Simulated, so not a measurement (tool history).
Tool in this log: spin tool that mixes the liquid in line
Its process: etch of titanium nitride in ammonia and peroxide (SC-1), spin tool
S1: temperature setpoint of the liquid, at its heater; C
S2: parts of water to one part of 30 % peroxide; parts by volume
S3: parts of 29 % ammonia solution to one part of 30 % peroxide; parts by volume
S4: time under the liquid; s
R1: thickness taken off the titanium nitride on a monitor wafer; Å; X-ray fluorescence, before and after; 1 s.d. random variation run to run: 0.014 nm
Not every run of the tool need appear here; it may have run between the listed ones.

| run | day | S1 | S2 | S3 | S4 | R1 |
|---|---|---|---|---|---|---|
| 1 | 0 | 62 | 21.5 | 0.45 | 150 | 103.85 |
| 2 | 0.092 | 62 | 16.5 | 0.45 | 150 | 121 |
| 3 | 0.383 | 58 | 18 | 0.45 | 150 | 88.501 |
| 4 | 0.425 | 61 | 18 | 0.45 | 150 | 108.09 |
| 5 | 0.471 | 61 | 18 | 0.45 | 160 | 115.28 |
| 6 | 0.725 | 57.5 | 19.5 | 0.45 | 160 | 87.07 |
| 7 | 1.067 | 54.5 | 20 | 0.45 | 160 | 70.212 |

What does the tool deliver on the next run?
| 8 | 1.296 | 52.5 | 20.5 | 0.45 | 160 | ? |

R1: 60.289 Å
